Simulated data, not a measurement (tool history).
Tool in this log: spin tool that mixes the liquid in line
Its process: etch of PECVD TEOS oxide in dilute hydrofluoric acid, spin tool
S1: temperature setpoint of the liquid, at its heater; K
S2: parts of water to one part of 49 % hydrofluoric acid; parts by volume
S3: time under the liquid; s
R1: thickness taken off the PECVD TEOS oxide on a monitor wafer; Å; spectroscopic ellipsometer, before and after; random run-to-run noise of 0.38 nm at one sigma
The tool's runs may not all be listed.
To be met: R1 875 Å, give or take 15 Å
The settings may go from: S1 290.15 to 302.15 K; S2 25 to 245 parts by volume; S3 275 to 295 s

| run | hour | S1 | S2 | S3 | R1 |
|---|---|---|---|---|---|
| 1 | 0 | 294.15 | 135 | 275 | 460.86 |
| 2 | 5.8 | 296.15 | 125 | 275 | 544.22 |
| 3 | 11.3 | 296.15 | 125 | 295 | 580.49 |
| 4 | 16.3 | 296.15 | 175 | 295 | 396.65 |
| 5 | 22.9 | 296.15 | 175 | 275 | 366.79 |
| 6 | 26.8 | 297.65 | 155 | 275 | 446.89 |
| 7 | 30.3 | 298.65 | 140 | 275 | 526.06 |
| 8 | 34.1 | 299.65 | 130 | 275 | 599.15 |
| 9 | 39.2 | 300.15 | 120 | 275 | 666.28 |
| 10 | 42.6 | 300.65 | 115 | 275 | 713.95 |
| 11 | 51.6 | 301.15 | 110 | 275 | 766.21 |
| 12 | 52.8 | 301.65 | 105 | 275 | 818.83 |

Exercise: of the 5 proposed moves below, exactly one satisfies all targets within the stated allowed misses. Which move is it?
| A | 54 | 301.15 | 100 | 295 | ? |
| B | 54 | 300.15 | 105 | 275 | ? |
| C | 54 | 302.15 | 105 | 275 | ? |
| D | 54 | 300.15 | 95 | 275 | ? |
| E | 54 | 297.65 | 90 | 295 | ? |

| move | R1 |
|---|---|
| A | 910.13 |
| B | 772.52 |
| C | 833.58 |
| D | 865.16 |
| E | 893.93 |
A: takes the result that was furthest off past its target
B: lands further from the targets than the last run did
C: moves toward the targets from the last run without getting all of them in spec
D: every result lands within tolerance
E: takes the result that was furthest off past its target
D meets every target.
